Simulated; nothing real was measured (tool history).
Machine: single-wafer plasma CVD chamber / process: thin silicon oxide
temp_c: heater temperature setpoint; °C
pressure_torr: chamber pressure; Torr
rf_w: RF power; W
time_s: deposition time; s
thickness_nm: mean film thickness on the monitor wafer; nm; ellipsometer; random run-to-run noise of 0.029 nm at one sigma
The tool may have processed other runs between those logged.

run,day,temp_c,pressure_torr,rf_w,time_s,thickness_nm
1,0.000,395,0.711,270,12.35,19.518
2,0.146,395,0.651,270,12.35,17.918
3,0.492,395,0.604,270,12.35,16.596
4,0.579,395,0.571,270,12.35,15.728
5,0.667,395,0.547,270,12.35,14.984
6,0.900,395,0.547,270,12.73,15.466
7,1.029,395,0.526,270,12.73,14.878
8,1.183,395,0.511,270,12.73,14.381
9,1.412,395,0.501,270,12.73,14.126
10,1.642,395,0.493,270,12.73,13.882

Run 11 is up next; what results do you expect?
11,1.950,395,0.488,270,12.73,?

Run 11 measured thickness_nm 13.776 nm.

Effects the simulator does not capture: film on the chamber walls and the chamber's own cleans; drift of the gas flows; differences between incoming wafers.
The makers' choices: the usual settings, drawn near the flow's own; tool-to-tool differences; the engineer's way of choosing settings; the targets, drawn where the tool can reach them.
